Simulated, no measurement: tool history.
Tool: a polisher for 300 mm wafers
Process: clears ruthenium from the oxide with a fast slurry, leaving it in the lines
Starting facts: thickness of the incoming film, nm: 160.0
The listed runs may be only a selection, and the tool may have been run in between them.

run,day,flow of slurry (ml/min),pressure of the wafer on the pad (psi),speed of the pad under the wafer (cm/s),abrasive content of the slurry,overpolish time after the end point (s),time until the end point was called (s),dishing of a wide line in a test structure (angstrom)
1,0.000,170,2.0,116,1.00,27,44.586,670.06
2,0.154,170,2.0,116,1.05,27,43.873,672.65
3,0.412,170,2.0,116,1.05,22,44.508,549.02
4,0.688,165,1.8,116,1.05,24,47.821,534.47
5,0.775,185,1.8,116,1.05,24,47.425,531.69
6,1.117,180,1.7,114,1.00,26,49.933,538.50
7,1.375,180,1.1,110,1.00,32,78.849,456.88
8,1.450,185,1.2,110,1.00,31,74.429,475.25
9,1.696,185,1.3,110,1.00,31,66.929,500.93
10,2.021,190,1.3,110,1.00,31,68.100,503.02
11,2.288,195,1.3,110,1.00,31,67.545,510.40
12,2.525,200,1.3,110,1.00,31,66.544,511.73

Forecast run 13:
13,2.888,205,1.3,110,1.00,31,?,?

time until the end point was called (s): 68.250
dishing of a wide line in a test structure (angstrom): 518.94
